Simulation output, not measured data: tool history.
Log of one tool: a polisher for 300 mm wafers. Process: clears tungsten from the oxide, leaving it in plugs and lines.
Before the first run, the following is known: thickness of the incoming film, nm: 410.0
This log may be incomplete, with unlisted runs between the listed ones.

run,hour,flow of slurry (ml/min),pressure of the wafer on the pad (psi),speed of the pad under the wafer (cm/s),abrasive content of the slurry,overpolish time after the end point (s),time until the end point was called (s)
1,0.0,270,3.7,102,1.0,11,108.910
2,3.5,270,3.7,114,1.0,11,101.650
3,5.5,270,3.7,114,1.0,11,98.305
4,9.0,335,3.7,114,1.0,11,101.310
5,12.7,335,3.4,108,1.0,11,112.200
6,14.5,335,3.4,108,1.2,11,106.140
7,21.6,335,3.2,100,1.2,11,121.580
8,23.8,335,3.2,100,1.2,11,124.480
9,30.2,335,3.0,96,1.2,11,130.230
10,32.7,335,2.8,90,1.2,11,151.270
11,41.5,335,2.7,86,1.2,11,157.860
12,49.5,335,2.6,82,1.2,11,179.660
13,53.9,335,2.5,80,1.2,11,187.890

Run 14 comes next. What will it give?
# hour 62.0: worn pad replaced by a new one
14,62.0,335,2.4,78,1.2,11,?

time until the end point was called (s): 175.420
